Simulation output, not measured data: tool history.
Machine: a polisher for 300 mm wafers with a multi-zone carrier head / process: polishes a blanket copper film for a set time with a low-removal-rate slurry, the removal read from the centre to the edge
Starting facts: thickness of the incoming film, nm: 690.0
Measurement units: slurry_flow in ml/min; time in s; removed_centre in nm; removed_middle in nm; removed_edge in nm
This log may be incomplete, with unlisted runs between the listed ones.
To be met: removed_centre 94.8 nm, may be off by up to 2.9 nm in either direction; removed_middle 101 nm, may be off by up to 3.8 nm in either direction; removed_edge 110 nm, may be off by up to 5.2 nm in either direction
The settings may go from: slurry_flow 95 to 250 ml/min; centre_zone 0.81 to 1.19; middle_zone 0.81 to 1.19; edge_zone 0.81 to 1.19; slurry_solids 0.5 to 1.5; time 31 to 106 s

run,day,slurry_flow,centre_zone,middle_zone,edge_zone,slurry_solids,time,removed_centre,removed_middle,removed_edge
1,0,160,1,1,1,1,68,184.53,177.72,183.69
2,0.225,155,0.97,0.98,0.99,0.9,64,163.16,160.32,162.82
3,0.475,155,0.97,0.98,0.99,0.75,64,157.99,154.15,156.34
4,0.812,145,0.94,0.96,1,0.7,61,140.21,138.8,143.9
5,1.133,140,0.92,0.95,1,0.65,60,131.99,131.03,138.57
6,1.304,135,0.9,0.94,0.99,0.6,59,122.9,122.6,131.91
7,1.629,130,0.88,0.94,0.98,0.6,58,117.67,119.21,130.06
8,1.775,125,0.87,0.94,0.97,0.6,57,112.19,116.6,127.26
9,2.1,125,0.86,0.94,0.96,0.6,56,110.1,115.43,123.62
10,2.138,120,0.85,0.93,0.95,0.6,56,105.89,113.76,120.59
11,2.438,115,0.84,0.92,0.94,0.6,56,104.65,113.76,119.99
12,2.788,115,0.84,0.91,0.94,0.6,56,104.11,111.03,121.27
13,3.142,115,0.84,0.9,0.93,0.6,56,103.09,107.72,117.76
14,3.479,115,0.83,0.9,0.92,0.6,56,102.93,108.06,118.85
15,3.562,110,0.83,0.9,0.91,0.6,56,102.2,106.7,117.29
16,3.642,110,0.83,0.9,0.9,0.6,56,100.6,108,117.34
17,4.004,110,0.83,0.9,0.89,0.6,56,100.2,107.46,115.27
18,4.154,110,0.83,0.89,0.88,0.6,56,102.36,105.91,112.4

Next run, 5 choices. One meets every target within its allowed miss, the rest don't. Which?
A,4.304,105,0.99,0.85,0.9,0.5,55,?,?,?
B,4.304,125,0.88,0.81,0.89,0.65,54,?,?,?
C,4.304,110,0.81,1,0.86,0.5,54,?,?,?
D,4.304,135,0.85,0.91,0.84,0.6,54,?,?,?
E,4.304,95,0.82,0.88,0.86,0.55,57,?,?,?

move,removed_centre,removed_middle,removed_edge
A,111.41,95.292,109.69
B,109.38,100.67,118.11
C,90.883,108.74,106.29
D,105.9,110.76,114.23
E,94.105,100.73,111.43
A: lands further from the targets than the last run did
B: lands further from the targets than the last run did
C: takes the biggest miss from the last run beyond its target
D: lands further from the targets than the last run did
E: in spec on every target
E is the move that brings every result within its allowed miss.
